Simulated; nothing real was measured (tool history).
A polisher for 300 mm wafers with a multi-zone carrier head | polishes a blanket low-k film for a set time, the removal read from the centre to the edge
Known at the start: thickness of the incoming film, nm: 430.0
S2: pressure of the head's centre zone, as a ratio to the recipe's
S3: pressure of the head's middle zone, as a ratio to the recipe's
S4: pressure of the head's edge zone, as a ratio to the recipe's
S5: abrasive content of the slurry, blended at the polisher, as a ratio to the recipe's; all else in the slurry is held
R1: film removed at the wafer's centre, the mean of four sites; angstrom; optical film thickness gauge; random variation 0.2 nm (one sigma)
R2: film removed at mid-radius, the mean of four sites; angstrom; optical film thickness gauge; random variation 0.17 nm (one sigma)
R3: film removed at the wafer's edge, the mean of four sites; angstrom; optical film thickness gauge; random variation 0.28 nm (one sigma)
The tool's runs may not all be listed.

{"run": 1, "day": 0.0, "flow of slurry (ml/min)": 145, "S2": 1.0, "S3": 1.0, "S4": 1.0, "S5": 1.0, "polishing time (s)": 83, "R1": 197.62, "R2": 212.63, "R3": 216.3}
{"run": 2, "day": 0.042, "flow of slurry (ml/min)": 145, "S2": 1.0, "S3": 1.0, "S4": 1.0, "S5": 1.0, "polishing time (s)": 100, "R1": 236.71, "R2": 258.13, "R3": 262.88}
{"run": 3, "day": 0.371, "flow of slurry (ml/min)": 145, "S2": 1.0, "S3": 1.0, "S4": 0.94, "S5": 1.0, "polishing time (s)": 100, "R1": 239.34, "R2": 255.67, "R3": 256.1}
{"run": 4, "day": 0.504, "flow of slurry (ml/min)": 140, "S2": 1.01, "S3": 0.99, "S4": 0.92, "S5": 1.0, "polishing time (s)": 100, "R1": 236.25, "R2": 253.2, "R3": 245.89}
{"run": 5, "day": 0.771, "flow of slurry (ml/min)": 140, "S2": 1.01, "S3": 1.08, "S4": 0.92, "S5": 1.0, "polishing time (s)": 100, "R1": 239.75, "R2": 272.11, "R3": 247.71}
{"run": 6, "day": 0.946, "flow of slurry (ml/min)": 140, "S2": 1.01, "S3": 1.08, "S4": 0.87, "S5": 1.0, "polishing time (s)": 100, "R1": 236.99, "R2": 271.33, "R3": 244.12}
{"run": 7, "day": 1.033, "flow of slurry (ml/min)": 135, "S2": 1.02, "S3": 1.06, "S4": 0.87, "S5": 1.0, "polishing time (s)": 100, "R1": 238.5, "R2": 264.63, "R3": 238.62}
{"run": 8, "day": 1.4, "flow of slurry (ml/min)": 130, "S2": 1.03, "S3": 1.04, "S4": 0.88, "S5": 1.0, "polishing time (s)": 100, "R1": 237.63, "R2": 258.77, "R3": 236.5}

Run 9 comes next. What will it give?
{"run": 9, "day": 1.471, "flow of slurry (ml/min)": 130, "S2": 1.04, "S3": 1.02, "S4": 0.89, "S5": 1.0, "polishing time (s)": 100, "R1": "?", "R2": "?", "R3": "?"}

Run 9 gave R1 243.66 angstrom, R2 256.33 angstrom, R3 237.71 angstrom.

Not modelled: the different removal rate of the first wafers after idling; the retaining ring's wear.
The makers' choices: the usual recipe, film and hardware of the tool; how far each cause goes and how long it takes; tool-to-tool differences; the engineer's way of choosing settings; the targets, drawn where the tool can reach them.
